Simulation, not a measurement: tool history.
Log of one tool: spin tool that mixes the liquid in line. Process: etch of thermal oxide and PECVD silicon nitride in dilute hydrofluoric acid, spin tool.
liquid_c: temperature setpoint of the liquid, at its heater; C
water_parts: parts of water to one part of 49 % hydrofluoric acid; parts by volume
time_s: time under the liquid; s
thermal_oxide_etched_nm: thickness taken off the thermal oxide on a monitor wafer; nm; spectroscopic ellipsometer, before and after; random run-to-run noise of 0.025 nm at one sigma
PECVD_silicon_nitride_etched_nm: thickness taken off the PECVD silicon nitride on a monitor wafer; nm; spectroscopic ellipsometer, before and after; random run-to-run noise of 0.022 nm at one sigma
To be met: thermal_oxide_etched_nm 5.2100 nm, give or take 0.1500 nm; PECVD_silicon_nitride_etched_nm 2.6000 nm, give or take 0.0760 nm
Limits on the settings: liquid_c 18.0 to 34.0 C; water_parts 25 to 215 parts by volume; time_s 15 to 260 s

run	hour	liquid_c	water_parts	time_s	thermal_oxide_etched_nm	PECVD_silicon_nitride_etched_nm
1	0.0	26.0	120	130	6.0904	3.3551
2	8.2	25.0	120	130	5.8803	3.0667
3	13.8	25.0	90	130	8.0920	4.1066
4	19.1	25.0	90	160	10.0660	5.0206
5	25.7	25.0	90	200	12.5320	6.1982
6	26.3	25.0	90	220	13.8310	7.0169
7	27.6	24.0	110	220	10.5630	5.3077
8	31.4	23.0	125	220	8.8776	4.4172
9	36.8	22.5	135	220	7.9280	3.9847
10	41.5	22.0	145	220	7.1404	3.5912
11	42.3	21.5	150	220	6.7729	3.3499
12	44.8	21.5	155	220	6.5027	3.2508

Which single option among these 4 for the next run brings every result within its allowed miss of target? Just one does.
A	47.3	21.5	165	190	?	?
B	47.3	18.5	165	215	?	?
C	47.3	22.5	190	215	?	?
D	47.3	21.0	165	210	?	?

move	thermal_oxide_etched_nm	PECVD_silicon_nitride_etched_nm
A	5.2156	2.5858
B	5.2376	2.3946
C	5.1995	2.7199
D	5.6525	2.7651
A: hits every target within its allowed miss
B: the furthest-off result lands on target, but another misses its tolerance
C: the furthest-off result lands on target, but another misses its tolerance
D: nearer the targets than the last run, but a result is still out of spec
So the answer is move A, the one that meets all the targets.

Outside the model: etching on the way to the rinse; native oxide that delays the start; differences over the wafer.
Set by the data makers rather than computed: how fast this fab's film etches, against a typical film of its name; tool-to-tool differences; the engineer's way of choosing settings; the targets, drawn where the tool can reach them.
